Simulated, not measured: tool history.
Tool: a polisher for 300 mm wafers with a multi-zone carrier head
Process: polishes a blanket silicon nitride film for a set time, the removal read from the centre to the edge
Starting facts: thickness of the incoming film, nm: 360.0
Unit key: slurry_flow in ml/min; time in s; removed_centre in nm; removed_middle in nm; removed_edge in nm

{"run": 1, "hour": 0.0, "slurry_flow": 190, "centre_zone": 1, "middle_zone": 1, "edge_zone": 1, "time": 66, "removed_centre": 95.534, "removed_middle": 99.003, "removed_edge": 95.565}
{"run": 2, "hour": 2.7, "slurry_flow": 235, "centre_zone": 1, "middle_zone": 1, "edge_zone": 1, "time": 66, "removed_centre": 97.244, "removed_middle": 102.45, "removed_edge": 98.247}
{"run": 3, "hour": 6.0, "slurry_flow": 240, "centre_zone": 1.03, "middle_zone": 1, "edge_zone": 1.04, "time": 68, "removed_centre": 104.98, "removed_middle": 109.44, "removed_edge": 103.65}
{"run": 4, "hour": 12.7, "slurry_flow": 240, "centre_zone": 1.03, "middle_zone": 1.07, "edge_zone": 1.04, "time": 68, "removed_centre": 104.72, "removed_middle": 113.86, "removed_edge": 104.22}
{"run": 5, "hour": 19.9, "slurry_flow": 240, "centre_zone": 1.03, "middle_zone": 1.07, "edge_zone": 1.04, "time": 61, "removed_centre": 94.362, "removed_middle": 98.357, "removed_edge": 93.627}
{"run": 6, "hour": 21.1, "slurry_flow": 240, "centre_zone": 1.03, "middle_zone": 1.07, "edge_zone": 1, "time": 61, "removed_centre": 93.055, "removed_middle": 99.35, "removed_edge": 92.263}
{"run": 7, "hour": 25.5, "slurry_flow": 240, "centre_zone": 1.03, "middle_zone": 1.07, "edge_zone": 1, "time": 61, "removed_centre": 95.4, "removed_middle": 101.74, "removed_edge": 91.698}
{"run": 8, "hour": 29.7, "slurry_flow": 240, "centre_zone": 1.06, "middle_zone": 1.05, "edge_zone": 1.04, "time": 64, "removed_centre": 100.71, "removed_middle": 104.41, "removed_edge": 98.406}
{"run": 9, "hour": 31.0, "slurry_flow": 245, "centre_zone": 1.09, "middle_zone": 1.02, "edge_zone": 1.06, "time": 66, "removed_centre": 108.18, "removed_middle": 106.3, "removed_edge": 102.59}

The next listed run, before its measurement:
{"run": 10, "hour": 32.6, "slurry_flow": 250, "centre_zone": 1.11, "middle_zone": 1.01, "edge_zone": 1.09, "time": 68, "removed_centre": "?", "removed_middle": "?", "removed_edge": "?"}

For run 10 the tool returned removed_centre 114.44 nm, removed_middle 107.26 nm, removed_edge 107.92 nm.

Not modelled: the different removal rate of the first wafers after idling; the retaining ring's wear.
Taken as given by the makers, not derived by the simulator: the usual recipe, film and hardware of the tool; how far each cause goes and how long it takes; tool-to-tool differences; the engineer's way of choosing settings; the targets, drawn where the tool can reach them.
